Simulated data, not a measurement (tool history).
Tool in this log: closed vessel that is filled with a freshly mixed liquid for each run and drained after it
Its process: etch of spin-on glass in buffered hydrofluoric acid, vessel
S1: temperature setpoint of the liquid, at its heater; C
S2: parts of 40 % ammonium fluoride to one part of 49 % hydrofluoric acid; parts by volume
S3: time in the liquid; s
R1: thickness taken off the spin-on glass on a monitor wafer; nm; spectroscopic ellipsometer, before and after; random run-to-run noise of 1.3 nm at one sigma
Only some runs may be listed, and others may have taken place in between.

run  hour    S1    S2  S3      R1
  1     0    22    15  85  217.37
  2   1.3    22    15  90   230.3
  3   6.9  21.5  15.5  90  217.81
  4  16.1  21.5    13  90  261.26
  5  21.8    21  13.5  90  244.72
  6  24.7    24  13.5  90  288.62
  7  25.7    20    18  90   173.5

The next listed run, before its measurement:
  8  28.7  19.5  18  90   ?

{"run 8": {"R1": 167.13}}
